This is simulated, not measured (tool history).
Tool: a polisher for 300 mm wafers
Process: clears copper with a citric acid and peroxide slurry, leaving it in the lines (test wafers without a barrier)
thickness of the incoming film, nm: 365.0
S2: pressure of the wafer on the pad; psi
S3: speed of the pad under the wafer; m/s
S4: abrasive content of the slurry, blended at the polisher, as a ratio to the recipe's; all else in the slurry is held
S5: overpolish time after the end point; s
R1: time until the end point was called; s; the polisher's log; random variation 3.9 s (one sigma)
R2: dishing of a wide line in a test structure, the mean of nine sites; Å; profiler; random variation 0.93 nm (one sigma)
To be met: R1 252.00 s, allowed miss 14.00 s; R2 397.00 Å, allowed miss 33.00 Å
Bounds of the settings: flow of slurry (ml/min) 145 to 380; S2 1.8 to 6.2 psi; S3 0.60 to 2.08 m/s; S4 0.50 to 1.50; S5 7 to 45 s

{"run": 1, "hour": 0.0, "flow of slurry (ml/min)": 245, "S2": 4.0, "S3": 1.34, "S4": 1.0, "S5": 23, "R1": 118.78, "R2": 513.97}
{"run": 2, "hour": 1.2, "flow of slurry (ml/min)": 245, "S2": 3.7, "S3": 1.3, "S4": 1.0, "S5": 25, "R1": 127.43, "R2": 498.15}
{"run": 3, "hour": 5.7, "flow of slurry (ml/min)": 245, "S2": 3.7, "S3": 1.3, "S4": 1.1, "S5": 25, "R1": 128.96, "R2": 496.51}
{"run": 4, "hour": 11.9, "flow of slurry (ml/min)": 245, "S2": 3.4, "S3": 1.24, "S4": 1.1, "S5": 27, "R1": 140.3, "R2": 493.7}
{"run": 5, "hour": 12.7, "flow of slurry (ml/min)": 305, "S2": 3.4, "S3": 1.24, "S4": 1.1, "S5": 27, "R1": 140.41, "R2": 487.24}
{"run": 6, "hour": 20.0, "flow of slurry (ml/min)": 305, "S2": 3.2, "S3": 1.18, "S4": 1.1, "S5": 29, "R1": 158.68, "R2": 469.32}
{"run": 7, "hour": 25.6, "flow of slurry (ml/min)": 305, "S2": 3.0, "S3": 1.16, "S4": 1.1, "S5": 30, "R1": 172.56, "R2": 453.64}
{"run": 8, "hour": 26.8, "flow of slurry (ml/min)": 305, "S2": 2.8, "S3": 1.16, "S4": 1.1, "S5": 31, "R1": 182.26, "R2": 424.36}
{"run": 9, "hour": 35.7, "flow of slurry (ml/min)": 305, "S2": 2.7, "S3": 1.14, "S4": 1.1, "S5": 32, "R1": 187.0, "R2": 440.51}
{"run": 10, "hour": 42.6, "flow of slurry (ml/min)": 305, "S2": 2.6, "S3": 1.12, "S4": 1.1, "S5": 33, "R1": 199.19, "R2": 417.43}
{"run": 11, "hour": 47.4, "flow of slurry (ml/min)": 305, "S2": 2.5, "S3": 1.12, "S4": 1.1, "S5": 34, "R1": 210.51, "R2": 396.9}
{"run": 12, "hour": 48.9, "flow of slurry (ml/min)": 305, "S2": 2.4, "S3": 1.12, "S4": 1.1, "S5": 35, "R1": 222.01, "R2": 406.48}
{"run": 13, "hour": 54.7, "flow of slurry (ml/min)": 305, "S2": 2.4, "S3": 1.12, "S4": 1.1, "S5": 35, "R1": 221.39, "R2": 436.28}
{"run": 14, "hour": 56.8, "flow of slurry (ml/min)": 305, "S2": 2.3, "S3": 1.12, "S4": 1.1, "S5": 35, "R1": 220.83, "R2": 402.31}
{"run": 15, "hour": 63.7, "flow of slurry (ml/min)": 305, "S2": 2.2, "S3": 1.12, "S4": 1.1, "S5": 36, "R1": 241.94, "R2": 404.54}

5 next moves are on the table. One of them brings every result within its allowed miss. Which?
{"run": "A", "hour": 70.6, "flow of slurry (ml/min)": 315, "S2": 2.2, "S3": 1.02, "S4": 1.4, "S5": 39, "R1": "?", "R2": "?"}
{"run": "B", "hour": 70.6, "flow of slurry (ml/min)": 290, "S2": 3.1, "S3": 0.84, "S4": 1.1, "S5": 28, "R1": "?", "R2": "?"}
{"run": "C", "hour": 70.6, "flow of slurry (ml/min)": 205, "S2": 3.0, "S3": 0.94, "S4": 1.25, "S5": 30, "R1": "?", "R2": "?"}
{"run": "D", "hour": 70.6, "flow of slurry (ml/min)": 240, "S2": 2.2, "S3": 1.18, "S4": 1.2, "S5": 33, "R1": "?", "R2": "?"}
{"run": "E", "hour": 70.6, "flow of slurry (ml/min)": 320, "S2": 2.5, "S3": 1.02, "S4": 1.15, "S5": 35, "R1": "?", "R2": "?"}

move=A R1=249.96 R2=401.27
move=B R1=226.37 R2=333.22
move=C R1=212.74 R2=373.45
move=D R1=227.76 R2=376.59
move=E R1=227.75 R2=398.82
A: meets every target
B: further off than the last run
C: further off than the last run
D: further off than the last run
E: further off than the last run
The right move is A.

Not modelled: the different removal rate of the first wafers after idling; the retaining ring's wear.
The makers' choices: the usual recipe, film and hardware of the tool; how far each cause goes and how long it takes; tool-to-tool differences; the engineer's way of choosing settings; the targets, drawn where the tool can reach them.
